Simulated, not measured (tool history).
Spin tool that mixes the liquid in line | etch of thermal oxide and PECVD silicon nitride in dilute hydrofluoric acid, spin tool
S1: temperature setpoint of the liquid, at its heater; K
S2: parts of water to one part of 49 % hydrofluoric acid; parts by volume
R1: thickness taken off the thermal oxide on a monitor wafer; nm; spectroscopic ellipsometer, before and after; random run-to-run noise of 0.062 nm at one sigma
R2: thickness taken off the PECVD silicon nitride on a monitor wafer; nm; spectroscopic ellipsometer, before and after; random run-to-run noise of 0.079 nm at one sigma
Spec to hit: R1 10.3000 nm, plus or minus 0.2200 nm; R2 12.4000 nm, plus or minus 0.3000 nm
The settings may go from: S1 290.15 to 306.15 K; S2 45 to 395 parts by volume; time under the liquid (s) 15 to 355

run 1 hour=0.0 | S1=298.15 S2=220 time_under_the_liquid_(s)=180 | R1=3.7386 R2=4.6697
run 2 hour=1.3 | S1=299.15 S2=185 time_under_the_liquid_(s)=180 | R1=4.8863 R2=5.8661
run 3 hour=7.1 | S1=302.65 S2=185 time_under_the_liquid_(s)=180 | R1=5.4612 R2=7.2623
run 4 hour=13.2 | S1=302.65 S2=185 time_under_the_liquid_(s)=135 | R1=4.0894 R2=5.4456
run 5 hour=14.6 | S1=302.65 S2=185 time_under_the_liquid_(s)=85 | R1=2.5898 R2=3.4244
run 6 hour=21.0 | S1=306.15 S2=185 time_under_the_liquid_(s)=85 | R1=2.8892 R2=4.1890
run 7 hour=22.3 | S1=306.15 S2=155 time_under_the_liquid_(s)=100 | R1=4.2624 R2=5.9200
run 8 hour=24.6 | S1=306.15 S2=130 time_under_the_liquid_(s)=100 | R1=5.2213 R2=7.0663
run 9 hour=28.0 | S1=305.15 S2=45 time_under_the_liquid_(s)=125 | R1=20.6960 R2=24.0660
run 10 hour=30.4 | S1=304.65 S2=60 time_under_the_liquid_(s)=125 | R1=14.8520 R2=17.7040
run 11 hour=37.1 | S1=304.65 S2=60 time_under_the_liquid_(s)=125 | R1=14.9930 R2=17.5970
run 12 hour=42.3 | S1=304.65 S2=70 time_under_the_liquid_(s)=125 | R1=12.5890 R2=15.2820
run 13 hour=50.1 | S1=304.15 S2=75 time_under_the_liquid_(s)=125 | R1=11.5000 R2=13.7560
run 14 hour=54.7 | S1=304.15 S2=80 time_under_the_liquid_(s)=125 | R1=10.6470 R2=12.8420
run 15 hour=59.0 | S1=304.15 S2=80 time_under_the_liquid_(s)=125 | R1=10.5190 R2=12.8040

4 candidate next runs follow, results not yet known. Just one meets every target within its allowed miss. Identify it.
run A hour=63.3 | S1=305.15 S2=70 time_under_the_liquid_(s)=105 | R1=? R2=?
run B hour=63.3 | S1=303.15 S2=100 time_under_the_liquid_(s)=160 | R1=? R2=?
run C hour=63.3 | S1=305.15 S2=110 time_under_the_liquid_(s)=170 | R1=? R2=?
run D hour=63.3 | S1=301.15 S2=80 time_under_the_liquid_(s)=140 | R1=? R2=?

move=A R1=10.7340 R2=13.0650
move=B R1=10.1570 R2=12.2720
move=C R1=10.4130 R2=13.4080
move=D R1=10.5850 R2=11.8200
A: lands further from the targets than the last run did
B: all results land within tolerance of their targets
C: lands further from the targets than the last run did
D: the result that was furthest off in the last run now lies on the other side of its target
The right move is B.
